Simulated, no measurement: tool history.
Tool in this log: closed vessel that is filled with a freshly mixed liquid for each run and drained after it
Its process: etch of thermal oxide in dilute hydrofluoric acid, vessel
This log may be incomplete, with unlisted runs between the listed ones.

| run | hour | temperature setpoint of the liquid (C) | parts of water to one part of 49 % hydrofluoric acid (parts by volume) | time in the liquid (s) | thickness taken off the thermal oxide on a monitor wafer (Å) |
|---|---|---|---|---|---|
| 1 | 0.0 | 21.0 | 55 | 830 | 628.68 |
| 2 | 5.8 | 23.0 | 50 | 830 | 764.52 |
| 3 | 12.2 | 26.0 | 50 | 830 | 878.70 |
| 4 | 15.7 | 26.0 | 50 | 890 | 933.38 |
| 5 | 19.6 | 26.0 | 50 | 830 | 869.35 |
| 6 | 27.2 | 26.0 | 70 | 830 | 604.47 |
| 7 | 33.3 | 27.0 | 60 | 830 | 745.34 |

What does the tool deliver on the next run?
|  | 37.4 | thermometer replaced |
| 8 | 37.4 | 27.5 | 55 | 830 | ? |

Run 8 came out at thickness taken off the thermal oxide on a monitor wafer (Å) 880.83.
